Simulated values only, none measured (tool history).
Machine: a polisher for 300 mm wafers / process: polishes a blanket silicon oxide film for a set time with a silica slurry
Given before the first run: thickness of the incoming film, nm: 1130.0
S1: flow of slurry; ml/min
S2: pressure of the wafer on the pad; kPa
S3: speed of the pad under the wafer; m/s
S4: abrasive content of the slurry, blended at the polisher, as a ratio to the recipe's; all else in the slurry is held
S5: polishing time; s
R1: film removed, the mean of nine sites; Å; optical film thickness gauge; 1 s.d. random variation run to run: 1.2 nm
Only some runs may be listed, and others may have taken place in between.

| run | hour | S1 | S2 | S3 | S4 | S5 | R1 |
|---|---|---|---|---|---|---|---|
| 1 | 0 | 190 | 20 | 1.08 | 1 | 104 | 2341.7 |
| 2 | 8.3 | 190 | 20 | 0.94 | 1 | 104 | 2126.3 |
| 3 | 12.7 | 220 | 20 | 0.94 | 1 | 104 | 2113.5 |
| 4 | 19.8 | 220 | 20 | 1.22 | 1 | 104 | 2604.5 |
| 5 | 25.5 | 220 | 17.9 | 1.14 | 1 | 104 | 2230.8 |
| 6 | 32.1 | 220 | 17.9 | 1.14 | 0.8 | 104 | 2033.3 |
| 7 | 38.3 | 220 | 16.5 | 1.08 | 0.8 | 104 | 1777.9 |

Run 8 comes next. What will it give?
| 8 | 41.7 | 220 | 15.2 | 1.04 | 0.8 | 104 | ? |

Run 8 produced R1 1601.7 Å.
